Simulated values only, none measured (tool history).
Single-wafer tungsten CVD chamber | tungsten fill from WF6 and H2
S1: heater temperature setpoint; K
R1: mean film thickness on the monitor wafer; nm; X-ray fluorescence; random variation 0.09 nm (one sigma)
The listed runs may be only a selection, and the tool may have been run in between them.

run 1 day=0.000 | S1=663.15 chamber_pressure_(mTorr)=36900 deposition_time_(s)=11.0 | R1=27.813
run 2 day=0.171 | S1=659.15 chamber_pressure_(mTorr)=36800 deposition_time_(s)=11.0 | R1=25.824
run 3 day=0.250 | S1=659.15 chamber_pressure_(mTorr)=31400 deposition_time_(s)=11.0 | R1=23.441
run 4 day=0.600 | S1=659.15 chamber_pressure_(mTorr)=25700 deposition_time_(s)=11.0 | R1=20.288
run 5 day=0.638 | S1=649.15 chamber_pressure_(mTorr)=25700 deposition_time_(s)=11.0 | R1=16.576
run 6 day=0.738 | S1=649.15 chamber_pressure_(mTorr)=25700 deposition_time_(s)=11.0 | R1=16.583
run 7 day=1.046 | S1=654.15 chamber_pressure_(mTorr)=25700 deposition_time_(s)=11.0 | R1=18.520
run 8 day=1.262 | S1=657.15 chamber_pressure_(mTorr)=25700 deposition_time_(s)=11.0 | R1=19.522
run 9 day=1.550 | S1=659.15 chamber_pressure_(mTorr)=25700 deposition_time_(s)=11.0 | R1=20.300

Run 10 has not been measured yet. What should we expect?
run 10 day=1.804 | S1=661.15 chamber_pressure_(mTorr)=25700 deposition_time_(s)=11.0 | R1=?

{"run 10": {"R1": 21.296}}
